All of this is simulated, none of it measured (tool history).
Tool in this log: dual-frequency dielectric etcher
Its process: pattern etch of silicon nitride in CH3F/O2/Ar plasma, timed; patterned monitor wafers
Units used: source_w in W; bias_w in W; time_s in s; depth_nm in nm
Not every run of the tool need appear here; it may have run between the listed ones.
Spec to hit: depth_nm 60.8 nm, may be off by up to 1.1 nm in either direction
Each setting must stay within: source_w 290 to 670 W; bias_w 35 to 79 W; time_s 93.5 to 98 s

run 1 hour=0 | source_w=480 bias_w=57 time_s=93.5 | depth_nm=70.808
run 2 hour=1.8 | source_w=480 bias_w=54 time_s=93.5 | depth_nm=70.151
run 3 hour=3 | source_w=480 bias_w=59 time_s=93.5 | depth_nm=71.444
run 4 hour=10.7 | source_w=530 bias_w=59 time_s=93.5 | depth_nm=74.746
run 5 hour=19.2 | source_w=590 bias_w=59 time_s=93.5 | depth_nm=77.644
run 6 hour=21.4 | source_w=590 bias_w=55 time_s=93.5 | depth_nm=75.377
run 7 hour=24.3 | source_w=540 bias_w=53 time_s=93.5 | depth_nm=72.784
run 8 hour=30.8 | source_w=490 bias_w=52 time_s=93.5 | depth_nm=70.228
run 9 hour=32.3 | source_w=450 bias_w=51 time_s=93.5 | depth_nm=67.176
run 10 hour=36.3 | source_w=430 bias_w=50 time_s=93.5 | depth_nm=66.271
run 11 hour=38.3 | source_w=410 bias_w=49 time_s=93.5 | depth_nm=64.168
run 12 hour=41 | source_w=400 bias_w=49 time_s=93.5 | depth_nm=64.534
run 13 hour=42.9 | source_w=310 bias_w=46 time_s=93.5 | depth_nm=57.386
run 14 hour=46.1 | source_w=320 bias_w=46 time_s=93.5 | depth_nm=57.773
-- hour=50.2 wet clean of the chamber
run 15 hour=50.2 | source_w=330 bias_w=46 time_s=93.5 | depth_nm=55.828
run 16 hour=58.8 | source_w=340 bias_w=46 time_s=93.5 | depth_nm=57.146
run 17 hour=66.1 | source_w=350 bias_w=46 time_s=93.5 | depth_nm=57.544
run 18 hour=66.6 | source_w=360 bias_w=46 time_s=93.5 | depth_nm=58.014

5 candidate next runs follow, results not yet known. Just one meets every target within its allowed miss. Identify it.
run A hour=67.1 | source_w=350 bias_w=45 time_s=94 | depth_nm=?
run B hour=67.1 | source_w=430 bias_w=42 time_s=94.5 | depth_nm=?
run C hour=67.1 | source_w=290 bias_w=51 time_s=93.5 | depth_nm=?
run D hour=67.1 | source_w=410 bias_w=47 time_s=96.5 | depth_nm=?
run E hour=67.1 | source_w=320 bias_w=45 time_s=93.5 | depth_nm=?

move=A depth_nm=57.944
move=B depth_nm=61.646
move=C depth_nm=55.813
move=D depth_nm=63.675
move=E depth_nm=55.837
A: about as far from the targets as the last run
B: meets every target
C: misses by more than the last run did
D: takes the result that was furthest off past its target
E: misses by more than the last run did
The right move is B.
